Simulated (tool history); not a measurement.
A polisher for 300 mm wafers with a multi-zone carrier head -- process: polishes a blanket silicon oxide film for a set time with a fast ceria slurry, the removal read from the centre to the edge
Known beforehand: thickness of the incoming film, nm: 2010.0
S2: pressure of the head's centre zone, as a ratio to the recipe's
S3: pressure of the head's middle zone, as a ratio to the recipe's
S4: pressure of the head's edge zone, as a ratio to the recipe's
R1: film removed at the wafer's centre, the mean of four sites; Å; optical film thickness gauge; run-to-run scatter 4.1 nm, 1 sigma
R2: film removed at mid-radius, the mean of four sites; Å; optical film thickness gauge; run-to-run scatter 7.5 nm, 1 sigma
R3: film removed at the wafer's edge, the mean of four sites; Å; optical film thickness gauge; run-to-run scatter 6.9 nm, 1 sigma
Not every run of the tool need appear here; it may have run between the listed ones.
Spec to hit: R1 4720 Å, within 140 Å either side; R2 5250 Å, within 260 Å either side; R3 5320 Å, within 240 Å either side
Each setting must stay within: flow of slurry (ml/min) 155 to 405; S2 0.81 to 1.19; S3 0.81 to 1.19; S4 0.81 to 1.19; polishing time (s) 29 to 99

{"run": 1, "hour": 0.0, "flow of slurry (ml/min)": 260, "S2": 1, "S3": 1, "S4": 1, "polishing time (s)": 64, "R1": 7920.7, "R2": 7935.7, "R3": 8088.5}
{"run": 2, "hour": 3.1, "flow of slurry (ml/min)": 315, "S2": 1, "S3": 1, "S4": 1, "polishing time (s)": 64, "R1": 8068.2, "R2": 7865.7, "R3": 7987.4}
{"run": 3, "hour": 9.7, "flow of slurry (ml/min)": 320, "S2": 0.96, "S3": 0.99, "S4": 0.98, "polishing time (s)": 59, "R1": 7133, "R2": 7106.2, "R3": 7434.9}
{"run": 4, "hour": 13.2, "flow of slurry (ml/min)": 320, "S2": 0.94, "S3": 1, "S4": 0.96, "polishing time (s)": 54, "R1": 6381.3, "R2": 6604.6, "R3": 6691.4}
{"run": 5, "hour": 18.6, "flow of slurry (ml/min)": 320, "S2": 1.02, "S3": 1, "S4": 0.96, "polishing time (s)": 54, "R1": 7047, "R2": 6697.2, "R3": 6703.1}
{"run": 6, "hour": 27.6, "flow of slurry (ml/min)": 320, "S2": 1.07, "S3": 1, "S4": 0.96, "polishing time (s)": 54, "R1": 7324.5, "R2": 6629.2, "R3": 6700.3}
{"run": 7, "hour": 31.2, "flow of slurry (ml/min)": 315, "S2": 1.02, "S3": 1, "S4": 0.95, "polishing time (s)": 51, "R1": 6484.3, "R2": 6178.7, "R3": 6142.8}
{"run": 8, "hour": 39.7, "flow of slurry (ml/min)": 305, "S2": 0.97, "S3": 0.98, "S4": 0.92, "polishing time (s)": 50, "R1": 6084.3, "R2": 6202.1, "R3": 6160.9}
{"run": 9, "hour": 46.1, "flow of slurry (ml/min)": 305, "S2": 0.95, "S3": 0.98, "S4": 0.92, "polishing time (s)": 48, "R1": 5766.4, "R2": 5769.4, "R3": 5941.5}
{"run": 10, "hour": 53.8, "flow of slurry (ml/min)": 260, "S2": 0.85, "S3": 1.04, "S4": 0.82, "polishing time (s)": 45, "R1": 4727.7, "R2": 5743.7, "R3": 5126.6}
{"run": 11, "hour": 57.3, "flow of slurry (ml/min)": 260, "S2": 0.85, "S3": 1.02, "S4": 0.83, "polishing time (s)": 45, "R1": 4725.5, "R2": 5548.6, "R3": 5198.3}
{"run": 12, "hour": 59.5, "flow of slurry (ml/min)": 260, "S2": 0.85, "S3": 1.01, "S4": 0.83, "polishing time (s)": 45, "R1": 4728.2, "R2": 5539.9, "R3": 5210.9}

Of the 4 settings listed for the next run, only one would bring every result within its allowed miss of target. Which one?
{"run": "A", "hour": 61.7, "flow of slurry (ml/min)": 250, "S2": 0.83, "S3": 0.92, "S4": 0.83, "polishing time (s)": 47, "R1": "?", "R2": "?", "R3": "?"}
{"run": "B", "hour": 61.7, "flow of slurry (ml/min)": 305, "S2": 0.82, "S3": 1.16, "S4": 0.81, "polishing time (s)": 43, "R1": "?", "R2": "?", "R3": "?"}
{"run": "C", "hour": 61.7, "flow of slurry (ml/min)": 305, "S2": 0.97, "S3": 0.95, "S4": 1.01, "polishing time (s)": 39, "R1": "?", "R2": "?", "R3": "?"}
{"run": "D", "hour": 61.7, "flow of slurry (ml/min)": 300, "S2": 0.91, "S3": 1.02, "S4": 0.81, "polishing time (s)": 42, "R1": "?", "R2": "?", "R3": "?"}

move=A R1=4811.4 R2=5310.5 R3=5432.8
move=B R1=4467.8 R2=6052.6 R3=4988.7
move=C R1=4793.3 R2=4627.1 R3=5022.3
move=D R1=4833.4 R2=5284.6 R3=4875.4
A: hits every target within its allowed miss
B: lands further from the targets than the last run did
C: carries the result that was furthest off beyond its target, to the other side
D: brings the last run's worst result on target, with another outside its allowed miss
Go with A: it meets all targets.
